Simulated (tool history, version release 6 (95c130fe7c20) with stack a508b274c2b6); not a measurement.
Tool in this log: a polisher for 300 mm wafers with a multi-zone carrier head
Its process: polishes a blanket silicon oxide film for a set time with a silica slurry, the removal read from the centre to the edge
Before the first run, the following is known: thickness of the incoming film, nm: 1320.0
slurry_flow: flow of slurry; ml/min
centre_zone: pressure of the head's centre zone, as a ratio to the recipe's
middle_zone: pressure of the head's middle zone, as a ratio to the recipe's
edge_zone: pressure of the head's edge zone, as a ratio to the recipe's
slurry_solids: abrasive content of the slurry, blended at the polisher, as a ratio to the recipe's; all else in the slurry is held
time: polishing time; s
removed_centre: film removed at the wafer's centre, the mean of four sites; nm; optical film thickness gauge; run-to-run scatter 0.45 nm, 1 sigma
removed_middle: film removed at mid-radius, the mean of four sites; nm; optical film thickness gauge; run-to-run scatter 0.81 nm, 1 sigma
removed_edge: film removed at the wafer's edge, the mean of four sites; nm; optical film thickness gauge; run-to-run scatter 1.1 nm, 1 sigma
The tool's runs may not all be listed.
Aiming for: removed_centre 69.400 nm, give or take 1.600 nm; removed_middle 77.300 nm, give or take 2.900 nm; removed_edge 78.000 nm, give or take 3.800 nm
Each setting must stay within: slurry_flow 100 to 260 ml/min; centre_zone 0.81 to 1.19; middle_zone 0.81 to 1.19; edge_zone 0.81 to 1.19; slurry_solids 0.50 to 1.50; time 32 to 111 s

{"run": 1, "hour": 0.0, "slurry_flow": 165, "centre_zone": 1.0, "middle_zone": 1.0, "edge_zone": 1.0, "slurry_solids": 1.0, "time": 71, "removed_centre": 164.79, "removed_middle": 165.39, "removed_edge": 167.04}
{"run": 2, "hour": 2.6, "slurry_flow": 165, "centre_zone": 1.0, "middle_zone": 1.0, "edge_zone": 1.07, "slurry_solids": 1.0, "time": 71, "removed_centre": 164.88, "removed_middle": 171.8, "removed_edge": 173.65}
{"run": 3, "hour": 8.7, "slurry_flow": 205, "centre_zone": 1.0, "middle_zone": 1.0, "edge_zone": 1.07, "slurry_solids": 1.0, "time": 71, "removed_centre": 170.84, "removed_middle": 172.51, "removed_edge": 176.46}
{"run": 4, "hour": 15.5, "slurry_flow": 195, "centre_zone": 0.95, "middle_zone": 0.99, "edge_zone": 1.01, "slurry_solids": 0.85, "time": 62, "removed_centre": 131.2, "removed_middle": 140.99, "removed_edge": 141.39}
{"run": 5, "hour": 17.4, "slurry_flow": 195, "centre_zone": 0.95, "middle_zone": 1.06, "edge_zone": 1.01, "slurry_solids": 0.85, "time": 62, "removed_centre": 131.17, "removed_middle": 148.85, "removed_edge": 135.55}
{"run": 6, "hour": 18.0, "slurry_flow": 185, "centre_zone": 0.93, "middle_zone": 1.02, "edge_zone": 0.97, "slurry_solids": 0.75, "time": 55, "removed_centre": 105.75, "removed_middle": 118.03, "removed_edge": 114.33}
{"run": 7, "hour": 23.9, "slurry_flow": 170, "centre_zone": 0.92, "middle_zone": 1.01, "edge_zone": 0.93, "slurry_solids": 0.7, "time": 52, "removed_centre": 94.375, "removed_middle": 105.83, "removed_edge": 102.33}
{"run": 8, "hour": 29.0, "slurry_flow": 160, "centre_zone": 0.91, "middle_zone": 1.0, "edge_zone": 0.9, "slurry_solids": 0.65, "time": 51, "removed_centre": 85.938, "removed_middle": 98.001, "removed_edge": 90.727}
{"run": 9, "hour": 33.5, "slurry_flow": 145, "centre_zone": 0.89, "middle_zone": 0.96, "edge_zone": 0.88, "slurry_solids": 0.65, "time": 51, "removed_centre": 83.577, "removed_middle": 91.658, "removed_edge": 90.453}
{"run": 10, "hour": 38.2, "slurry_flow": 135, "centre_zone": 0.87, "middle_zone": 0.95, "edge_zone": 0.86, "slurry_solids": 0.6, "time": 51, "removed_centre": 76.509, "removed_middle": 86.24, "removed_edge": 85.345}
{"run": 11, "hour": 38.8, "slurry_flow": 130, "centre_zone": 0.86, "middle_zone": 0.94, "edge_zone": 0.85, "slurry_solids": 0.6, "time": 51, "removed_centre": 74.645, "removed_middle": 85.378, "removed_edge": 83.329}
{"run": 12, "hour": 46.3, "slurry_flow": 105, "centre_zone": 0.83, "middle_zone": 0.85, "edge_zone": 0.81, "slurry_solids": 0.55, "time": 51, "removed_centre": 64.529, "removed_middle": 69.01, "removed_edge": 76.889}
{"run": 13, "hour": 52.0, "slurry_flow": 120, "centre_zone": 0.83, "middle_zone": 0.87, "edge_zone": 0.81, "slurry_solids": 0.55, "time": 51, "removed_centre": 67.141, "removed_middle": 74.28, "removed_edge": 77.957}

Which single option among these 5 for the next run brings every result within its allowed miss of target? Just one does.
{"run": "A", "hour": 57.7, "slurry_flow": 125, "centre_zone": 0.81, "middle_zone": 0.9, "edge_zone": 0.88, "slurry_solids": 0.5, "time": 51, "removed_centre": "?", "removed_middle": "?", "removed_edge": "?"}
{"run": "B", "hour": 57.7, "slurry_flow": 155, "centre_zone": 0.81, "middle_zone": 0.89, "edge_zone": 0.84, "slurry_solids": 0.7, "time": 42, "removed_centre": "?", "removed_middle": "?", "removed_edge": "?"}
{"run": "C", "hour": 57.7, "slurry_flow": 105, "centre_zone": 0.85, "middle_zone": 0.81, "edge_zone": 0.84, "slurry_solids": 0.6, "time": 48, "removed_centre": "?", "removed_middle": "?", "removed_edge": "?"}
{"run": "D", "hour": 57.7, "slurry_flow": 135, "centre_zone": 0.91, "middle_zone": 0.86, "edge_zone": 0.85, "slurry_solids": 0.55, "time": 48, "removed_centre": "?", "removed_middle": "?", "removed_edge": "?"}
{"run": "E", "hour": 57.7, "slurry_flow": 100, "centre_zone": 0.88, "middle_zone": 0.94, "edge_zone": 0.84, "slurry_solids": 0.55, "time": 53, "removed_centre": "?", "removed_middle": "?", "removed_edge": "?"}

move=A removed_centre=62.797 removed_middle=72.341 removed_edge=76.520
move=B removed_centre=66.098 removed_middle=74.964 removed_edge=77.320
move=C removed_centre=65.055 removed_middle=66.279 removed_edge=76.079
move=D removed_centre=70.993 removed_middle=70.650 removed_edge=76.054
move=E removed_centre=69.367 removed_middle=77.522 removed_edge=78.955
A: its largest miss is bigger than the last run's
B: its largest miss is bigger than the last run's
C: its largest miss is bigger than the last run's
D: gets the furthest-off result to its target, but another result is out of tolerance
E: hits every target within its allowed miss
Go with E: it meets all targets.

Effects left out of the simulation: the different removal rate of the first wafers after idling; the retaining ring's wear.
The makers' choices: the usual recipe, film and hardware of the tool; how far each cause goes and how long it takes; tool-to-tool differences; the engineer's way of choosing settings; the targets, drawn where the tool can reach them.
